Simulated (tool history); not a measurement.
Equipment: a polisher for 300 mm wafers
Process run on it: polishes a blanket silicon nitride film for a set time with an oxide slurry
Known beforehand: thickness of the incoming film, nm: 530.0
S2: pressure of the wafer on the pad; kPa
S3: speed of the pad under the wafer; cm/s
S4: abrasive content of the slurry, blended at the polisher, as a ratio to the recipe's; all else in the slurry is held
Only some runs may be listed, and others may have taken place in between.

Run 1, day 0.000: flow of slurry (ml/min) 305, S2 30.3 kPa, S3 100 cm/s, S4 1.0, polishing time (s) 44. Result: film removed (nm) 33.403.
Run 2, day 0.200: flow of slurry (ml/min) 305, S2 30.3 kPa, S3 100 cm/s, S4 1.0, polishing time (s) 46. Result: film removed (nm) 35.146.
Run 3, day 0.400: flow of slurry (ml/min) 335, S2 30.3 kPa, S3 100 cm/s, S4 1.0, polishing time (s) 46. Result: film removed (nm) 35.320.
Run 4, day 0.683: flow of slurry (ml/min) 395, S2 30.3 kPa, S3 100 cm/s, S4 1.0, polishing time (s) 46. Result: film removed (nm) 34.983.
Run 5, day 0.712: flow of slurry (ml/min) 395, S2 30.3 kPa, S3 88 cm/s, S4 1.0, polishing time (s) 46. Result: film removed (nm) 32.296.
Run 6, day 1.079: flow of slurry (ml/min) 320, S2 30.3 kPa, S3 88 cm/s, S4 1.0, polishing time (s) 46. Result: film removed (nm) 31.598.
Run 7, day 1.325: flow of slurry (ml/min) 320, S2 33.1 kPa, S3 90 cm/s, S4 1.0, polishing time (s) 46. Result: film removed (nm) 35.602.
Run 8, day 1.450: flow of slurry (ml/min) 320, S2 35.2 kPa, S3 90 cm/s, S4 1.0, polishing time (s) 46. Result: film removed (nm) 37.439.

For run 9, what comes out?
Run 9, day 1.579: flow of slurry (ml/min) 320, S2 37.2 kPa, S3 90 cm/s, S4 1.0, polishing time (s) 46. Result: film removed (nm) ?.

Run 9 gave film removed (nm) 39.812.

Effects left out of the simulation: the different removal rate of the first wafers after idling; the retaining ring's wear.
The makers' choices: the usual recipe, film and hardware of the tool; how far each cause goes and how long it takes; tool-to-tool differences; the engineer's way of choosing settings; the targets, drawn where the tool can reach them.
